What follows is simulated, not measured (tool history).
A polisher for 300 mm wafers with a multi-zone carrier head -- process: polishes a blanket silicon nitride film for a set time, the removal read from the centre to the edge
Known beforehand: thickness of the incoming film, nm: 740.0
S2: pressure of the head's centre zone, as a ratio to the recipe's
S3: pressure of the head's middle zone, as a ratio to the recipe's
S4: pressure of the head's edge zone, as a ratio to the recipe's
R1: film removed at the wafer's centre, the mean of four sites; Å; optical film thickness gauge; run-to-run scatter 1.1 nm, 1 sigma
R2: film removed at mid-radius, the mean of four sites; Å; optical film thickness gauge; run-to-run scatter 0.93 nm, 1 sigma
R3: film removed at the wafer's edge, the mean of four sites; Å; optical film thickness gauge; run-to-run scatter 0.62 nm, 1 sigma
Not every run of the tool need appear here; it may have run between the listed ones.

run 1 hour=0.0 | flow_of_slurry_(ml/min)=225 S2=1.00 S3=1.00 S4=1.00 polishing_time_(s)=64 | R1=1292.6 R2=1283.6 R3=1309.2
run 2 hour=0.7 | flow_of_slurry_(ml/min)=220 S2=0.98 S3=1.00 S4=0.99 polishing_time_(s)=62 | R1=1228.7 R2=1238.9 R3=1260.3
run 3 hour=5.1 | flow_of_slurry_(ml/min)=220 S2=0.98 S3=1.00 S4=0.99 polishing_time_(s)=69 | R1=1388.5 R2=1377.5 R3=1410.8
run 4 hour=12.5 | flow_of_slurry_(ml/min)=215 S2=0.96 S3=1.00 S4=0.98 polishing_time_(s)=66 | R1=1267.2 R2=1321.3 R3=1307.1
run 5 hour=13.6 | flow_of_slurry_(ml/min)=205 S2=0.94 S3=0.99 S4=0.98 polishing_time_(s)=64 | R1=1180.7 R2=1282.6 R3=1277.4
run 6 hour=14.4 | flow_of_slurry_(ml/min)=205 S2=1.01 S3=0.99 S4=0.98 polishing_time_(s)=64 | R1=1271.1 R2=1287.8 R3=1291.0
run 7 hour=19.4 | flow_of_slurry_(ml/min)=200 S2=0.99 S3=0.97 S4=0.97 polishing_time_(s)=62 | R1=1234.9 R2=1196.6 R3=1225.1
run 8 hour=24.6 | flow_of_slurry_(ml/min)=195 S2=0.97 S3=0.97 S4=0.97 polishing_time_(s)=61 | R1=1162.7 R2=1157.7 R3=1209.5
run 9 hour=25.4 | flow_of_slurry_(ml/min)=195 S2=0.97 S3=0.97 S4=0.97 polishing_time_(s)=61 | R1=1141.1 R2=1178.3 R3=1201.8
run 10 hour=28.6 | flow_of_slurry_(ml/min)=190 S2=0.95 S3=0.96 S4=0.95 polishing_time_(s)=60 | R1=1111.2 R2=1146.9 R3=1168.6
run 11 hour=31.3 | flow_of_slurry_(ml/min)=185 S2=0.93 S3=0.96 S4=0.94 polishing_time_(s)=59 | R1=1053.9 R2=1115.0 R3=1147.8
run 12 hour=34.5 | flow_of_slurry_(ml/min)=180 S2=0.92 S3=0.96 S4=0.93 polishing_time_(s)=58 | R1=1023.5 R2=1094.7 R3=1102.1

Estimate the outcome of run 13 from the log above:
run 13 hour=40.8 | flow_of_slurry_(ml/min)=175 S2=0.91 S3=0.96 S4=0.92 polishing_time_(s)=58 | R1=? R2=? R3=?

{"run 13": {"R1": 1020.9, "R2": 1090.8, "R3": 1102.0}}

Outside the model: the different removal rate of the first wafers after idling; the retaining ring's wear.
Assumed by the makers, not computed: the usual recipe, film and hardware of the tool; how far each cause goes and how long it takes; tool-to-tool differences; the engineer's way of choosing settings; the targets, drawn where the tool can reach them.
